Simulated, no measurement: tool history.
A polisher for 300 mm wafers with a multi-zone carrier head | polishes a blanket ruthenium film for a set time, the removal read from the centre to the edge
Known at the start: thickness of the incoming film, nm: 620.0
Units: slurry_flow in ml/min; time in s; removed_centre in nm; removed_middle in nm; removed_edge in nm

{"run": 1, "day": 0.0, "slurry_flow": 270, "centre_zone": 1, "middle_zone": 1, "edge_zone": 1, "time": 51, "removed_centre": 57.11, "removed_middle": 58.668, "removed_edge": 57.789}
{"run": 2, "day": 0.271, "slurry_flow": 270, "centre_zone": 1, "middle_zone": 1, "edge_zone": 1, "time": 58, "removed_centre": 64.335, "removed_middle": 66.338, "removed_edge": 65.038}
{"run": 3, "day": 0.329, "slurry_flow": 270, "centre_zone": 1, "middle_zone": 1, "edge_zone": 1.03, "time": 58, "removed_centre": 64.967, "removed_middle": 66.602, "removed_edge": 65.85}
{"run": 4, "day": 0.412, "slurry_flow": 270, "centre_zone": 1.07, "middle_zone": 1, "edge_zone": 1.03, "time": 58, "removed_centre": 68.726, "removed_middle": 67.381, "removed_edge": 66.676}
{"run": 5, "day": 0.592, "slurry_flow": 260, "centre_zone": 1.04, "middle_zone": 0.95, "edge_zone": 0.99, "time": 50, "removed_centre": 57.485, "removed_middle": 56.049, "removed_edge": 55.441}
{"run": 6, "day": 0.733, "slurry_flow": 265, "centre_zone": 1.04, "middle_zone": 0.91, "edge_zone": 1.02, "time": 43, "removed_centre": 49.819, "removed_middle": 46.181, "removed_edge": 49.056}
{"run": 7, "day": 0.825, "slurry_flow": 270, "centre_zone": 1.03, "middle_zone": 0.89, "edge_zone": 1.01, "time": 39, "removed_centre": 44.976, "removed_middle": 41.881, "removed_edge": 44.24}
{"run": 8, "day": 1.112, "slurry_flow": 270, "centre_zone": 1.02, "middle_zone": 0.87, "edge_zone": 1.01, "time": 37, "removed_centre": 42.333, "removed_middle": 39.257, "removed_edge": 41.801}
{"run": 9, "day": 1.425, "slurry_flow": 270, "centre_zone": 1.02, "middle_zone": 0.85, "edge_zone": 1.02, "time": 35, "removed_centre": 39.807, "removed_middle": 36.971, "removed_edge": 39.947}
{"run": 10, "day": 1.75, "slurry_flow": 270, "centre_zone": 1.02, "middle_zone": 0.85, "edge_zone": 1.02, "time": 35, "removed_centre": 40.008, "removed_middle": 36.572, "removed_edge": 39.774}

Forecast run 11:
{"run": 11, "day": 1.788, "slurry_flow": 265, "centre_zone": 1.02, "middle_zone": 0.84, "edge_zone": 1.02, "time": 34, "removed_centre": "?", "removed_middle": "?", "removed_edge": "?"}

removed_centre: 38.228 nm
removed_middle: 34.628 nm
removed_edge: 38.974 nm

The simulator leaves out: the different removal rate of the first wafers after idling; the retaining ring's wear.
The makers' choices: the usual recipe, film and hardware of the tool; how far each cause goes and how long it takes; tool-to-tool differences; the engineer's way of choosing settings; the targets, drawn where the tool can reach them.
